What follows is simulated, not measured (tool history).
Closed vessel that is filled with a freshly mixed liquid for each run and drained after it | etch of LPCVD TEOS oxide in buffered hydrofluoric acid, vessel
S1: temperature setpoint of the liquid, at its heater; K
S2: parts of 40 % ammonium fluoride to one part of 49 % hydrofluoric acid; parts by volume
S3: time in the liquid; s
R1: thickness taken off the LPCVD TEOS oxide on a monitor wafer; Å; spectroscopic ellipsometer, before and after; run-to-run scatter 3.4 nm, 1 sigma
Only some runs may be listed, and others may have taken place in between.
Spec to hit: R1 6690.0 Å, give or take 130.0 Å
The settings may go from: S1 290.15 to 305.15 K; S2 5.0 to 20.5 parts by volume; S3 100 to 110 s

run  hour      S1    S2   S3      R1
  1   0.0  298.15  12.5  100  2802.0
  2   5.9  299.65  11.5  100  3269.2
  3   6.7  300.65  10.5  100  3800.4
  4   9.8  301.65  10.0  100  4199.2
  5  11.4  302.15   9.5  100  4451.5
  6  15.6  302.65   9.0  100  4730.2
  7  24.2  305.15   5.5  100  8570.8
  8  26.7  304.15   5.5  100  8224.6
  9  31.7  303.15   5.5  100  7900.2
 10  33.1  302.15   5.5  100  7372.9

Which one of the following 4 next-run settings gets every result inside its allowed miss? There is exactly one.
  A  34.5  300.15  5.0  110   ?
  B  34.5  303.65  6.0  110   ?
  C  34.5  301.65  6.0  100   ?
  D  34.5  305.15  6.5  110   ?

move      R1
   A  7968.9
   B  8216.1
   C  6724.9
   D  8288.2
A: misses by more than the last run did
B: misses by more than the last run did
C: all results in spec
D: misses by more than the last run did
The move that meets every target is C.
